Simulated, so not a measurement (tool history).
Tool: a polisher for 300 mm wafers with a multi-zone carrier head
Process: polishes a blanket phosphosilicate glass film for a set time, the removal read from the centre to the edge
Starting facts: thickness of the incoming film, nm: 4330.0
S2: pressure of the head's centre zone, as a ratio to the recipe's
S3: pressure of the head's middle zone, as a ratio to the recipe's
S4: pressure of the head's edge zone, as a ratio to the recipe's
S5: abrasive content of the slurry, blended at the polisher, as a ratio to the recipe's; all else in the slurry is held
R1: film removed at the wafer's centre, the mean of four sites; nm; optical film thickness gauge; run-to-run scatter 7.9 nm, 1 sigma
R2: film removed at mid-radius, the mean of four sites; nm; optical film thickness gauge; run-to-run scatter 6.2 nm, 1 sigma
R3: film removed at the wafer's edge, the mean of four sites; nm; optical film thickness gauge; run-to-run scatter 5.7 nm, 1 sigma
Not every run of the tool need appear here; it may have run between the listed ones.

{"run": 1, "hour": 0.0, "flow of slurry (ml/min)": 250, "S2": 1, "S3": 1, "S4": 1, "S5": 1, "polishing time (s)": 56, "R1": 532.52, "R2": 529.69, "R3": 527.63}
{"run": 2, "hour": 8.1, "flow of slurry (ml/min)": 255, "S2": 1, "S3": 1.02, "S4": 1.03, "S5": 1.05, "polishing time (s)": 56, "R1": 554.45, "R2": 562.64, "R3": 557.88}
{"run": 3, "hour": 9.0, "flow of slurry (ml/min)": 265, "S2": 1, "S3": 1.04, "S4": 1.06, "S5": 1.1, "polishing time (s)": 56, "R1": 576.04, "R2": 588.61, "R3": 572.89}
{"run": 4, "hour": 10.0, "flow of slurry (ml/min)": 315, "S2": 1, "S3": 1.04, "S4": 1.06, "S5": 1.1, "polishing time (s)": 56, "R1": 563.77, "R2": 592.28, "R3": 583.67}
{"run": 5, "hour": 18.7, "flow of slurry (ml/min)": 360, "S2": 1, "S3": 1.04, "S4": 1.06, "S5": 1.1, "polishing time (s)": 56, "R1": 588.47, "R2": 597.05, "R3": 589.07}
{"run": 6, "hour": 27.6, "flow of slurry (ml/min)": 360, "S2": 0.99, "S3": 1.05, "S4": 1.07, "S5": 1.15, "polishing time (s)": 56, "R1": 595.32, "R2": 616.2, "R3": 603.81}
{"run": 7, "hour": 31.0, "flow of slurry (ml/min)": 360, "S2": 0.98, "S3": 1.06, "S4": 1.08, "S5": 1.2, "polishing time (s)": 56, "R1": 596.75, "R2": 631.9, "R3": 614.83}
{"run": 8, "hour": 38.7, "flow of slurry (ml/min)": 360, "S2": 0.97, "S3": 1.07, "S4": 1.09, "S5": 1.25, "polishing time (s)": 56, "R1": 603.82, "R2": 652.6, "R3": 630.34}
{"run": 9, "hour": 40.3, "flow of slurry (ml/min)": 360, "S2": 0.97, "S3": 1.08, "S4": 1.1, "S5": 1.3, "polishing time (s)": 56, "R1": 623.84, "R2": 674.21, "R3": 656.79}
{"run": 10, "hour": 43.0, "flow of slurry (ml/min)": 360, "S2": 0.97, "S3": 1.09, "S4": 1.11, "S5": 1.3, "polishing time (s)": 56, "R1": 623.52, "R2": 673.75, "R3": 648.77}

Run 11, settings as shown, results not yet in. Your forecast:
{"run": 11, "hour": 49.2, "flow of slurry (ml/min)": 360, "S2": 0.96, "S3": 1.1, "S4": 1.12, "S5": 1.3, "polishing time (s)": 56, "R1": "?", "R2": "?", "R3": "?"}

{"run 11": {"R1": 605.22, "R2": 678.18, "R3": 658.52}}

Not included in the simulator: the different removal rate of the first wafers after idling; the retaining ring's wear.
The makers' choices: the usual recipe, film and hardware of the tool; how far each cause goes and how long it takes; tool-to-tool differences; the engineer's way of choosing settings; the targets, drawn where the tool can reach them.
